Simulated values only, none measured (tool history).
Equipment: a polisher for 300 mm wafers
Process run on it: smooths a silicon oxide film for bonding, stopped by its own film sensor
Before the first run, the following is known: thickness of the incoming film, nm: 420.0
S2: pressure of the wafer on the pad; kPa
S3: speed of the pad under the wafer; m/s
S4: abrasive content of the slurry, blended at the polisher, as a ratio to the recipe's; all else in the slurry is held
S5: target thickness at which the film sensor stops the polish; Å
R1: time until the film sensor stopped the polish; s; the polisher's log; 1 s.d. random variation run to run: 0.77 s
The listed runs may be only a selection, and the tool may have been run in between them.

run 1 day=0 | flow_of_slurry_(ml/min)=185 S2=11 S3=0.68 S4=1 S5=3850 | R1=76.05
run 2 day=0.071 | flow_of_slurry_(ml/min)=185 S2=11 S3=0.68 S4=1 S5=3850 | R1=73.572
run 3 day=0.442 | flow_of_slurry_(ml/min)=185 S2=11 S3=0.68 S4=1.1 S5=3850 | R1=73.723
run 4 day=0.538 | flow_of_slurry_(ml/min)=185 S2=9.7 S3=0.68 S4=1.1 S5=3850 | R1=80.375
run 5 day=0.721 | flow_of_slurry_(ml/min)=185 S2=11 S3=0.7 S4=1.1 S5=3850 | R1=72.624
run 6 day=0.771 | flow_of_slurry_(ml/min)=145 S2=11 S3=0.7 S4=1.1 S5=3850 | R1=73.346
run 7 day=1.117 | flow_of_slurry_(ml/min)=145 S2=14.5 S3=0.74 S4=1.1 S5=3850 | R1=54.566

Run 8 is up next; what results do you expect?
run 8 day=1.4 | flow_of_slurry_(ml/min)=145 S2=15.2 S3=0.74 S4=1.1 S5=3850 | R1=?

Run 8 came out at R1 52.354 s.
